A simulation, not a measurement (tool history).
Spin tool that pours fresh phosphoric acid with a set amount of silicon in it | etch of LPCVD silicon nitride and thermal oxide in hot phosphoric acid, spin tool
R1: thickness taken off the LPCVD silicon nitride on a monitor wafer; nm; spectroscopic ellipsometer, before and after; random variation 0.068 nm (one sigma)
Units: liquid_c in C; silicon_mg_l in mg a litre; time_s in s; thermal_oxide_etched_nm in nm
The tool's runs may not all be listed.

{"run": 1, "hour": 0.0, "liquid_c": 164, "silicon_mg_l": 10.0, "time_s": 165, "R1": 15.926, "thermal_oxide_etched_nm": 0.45022}
{"run": 2, "hour": 8.2, "liquid_c": 165, "silicon_mg_l": 10.0, "time_s": 165, "R1": 16.562, "thermal_oxide_etched_nm": 0.51323}
{"run": 3, "hour": 10.5, "liquid_c": 165, "silicon_mg_l": 5.0, "time_s": 165, "R1": 16.525, "thermal_oxide_etched_nm": 0.62133}
{"run": 4, "hour": 18.5, "liquid_c": 165, "silicon_mg_l": 6.5, "time_s": 165, "R1": 16.611, "thermal_oxide_etched_nm": 0.51755}
{"run": 5, "hour": 25.4, "liquid_c": 165, "silicon_mg_l": 11.5, "time_s": 165, "R1": 16.48, "thermal_oxide_etched_nm": 0.4897}
{"run": 6, "hour": 28.9, "liquid_c": 165, "silicon_mg_l": 13.0, "time_s": 165, "R1": 16.469, "thermal_oxide_etched_nm": 0.49103}

Run 7 comes next. What will it give?
{"run": 7, "hour": 32.1, "liquid_c": 165, "silicon_mg_l": 14.0, "time_s": 170, "R1": "?", "thermal_oxide_etched_nm": "?"}

R1: 17.004 nm
thermal_oxide_etched_nm: 0.51996 nm

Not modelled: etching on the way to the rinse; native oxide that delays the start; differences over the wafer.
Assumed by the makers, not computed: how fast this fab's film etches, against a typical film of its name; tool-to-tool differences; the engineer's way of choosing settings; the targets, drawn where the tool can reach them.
